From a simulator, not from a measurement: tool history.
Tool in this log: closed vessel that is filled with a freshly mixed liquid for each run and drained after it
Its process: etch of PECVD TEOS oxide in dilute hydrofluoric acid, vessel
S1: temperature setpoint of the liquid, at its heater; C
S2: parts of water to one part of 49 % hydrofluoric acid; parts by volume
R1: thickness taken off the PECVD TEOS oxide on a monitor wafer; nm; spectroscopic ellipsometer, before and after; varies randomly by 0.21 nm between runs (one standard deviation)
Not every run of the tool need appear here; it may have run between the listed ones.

{"run": 1, "hour": 0.0, "S1": 26.0, "S2": 220, "time in the liquid (s)": 200, "R1": 14.702}
{"run": 2, "hour": 8.2, "S1": 26.0, "S2": 155, "time in the liquid (s)": 200, "R1": 22.65}
{"run": 3, "hour": 12.7, "S1": 27.0, "S2": 155, "time in the liquid (s)": 200, "R1": 23.663}
{"run": 4, "hour": 13.8, "S1": 27.0, "S2": 185, "time in the liquid (s)": 200, "R1": 19.048}
{"run": 5, "hour": 17.7, "S1": 27.0, "S2": 260, "time in the liquid (s)": 200, "R1": 12.494}
{"run": 6, "hour": 19.9, "S1": 28.0, "S2": 245, "time in the liquid (s)": 200, "R1": 13.982}
{"run": 7, "hour": 25.2, "S1": 29.0, "S2": 235, "time in the liquid (s)": 200, "R1": 15.143}
{"run": 8, "hour": 34.2, "S1": 29.5, "S2": 225, "time in the liquid (s)": 200, "R1": 16.244}
{"run": 9, "hour": 41.8, "S1": 30.0, "S2": 215, "time in the liquid (s)": 200, "R1": 17.22}
{"run": 10, "hour": 45.8, "S1": 30.5, "S2": 205, "time in the liquid (s)": 200, "R1": 19.11}
{"run": 11, "hour": 49.2, "S1": 31.0, "S2": 195, "time in the liquid (s)": 200, "R1": 20.424}

Estimate the outcome of run 12 from the log above:
{"run": 12, "hour": 56.0, "S1": 34.0, "S2": 130, "time in the liquid (s)": 200, "R1": "?"}

R1: 37.058 nm

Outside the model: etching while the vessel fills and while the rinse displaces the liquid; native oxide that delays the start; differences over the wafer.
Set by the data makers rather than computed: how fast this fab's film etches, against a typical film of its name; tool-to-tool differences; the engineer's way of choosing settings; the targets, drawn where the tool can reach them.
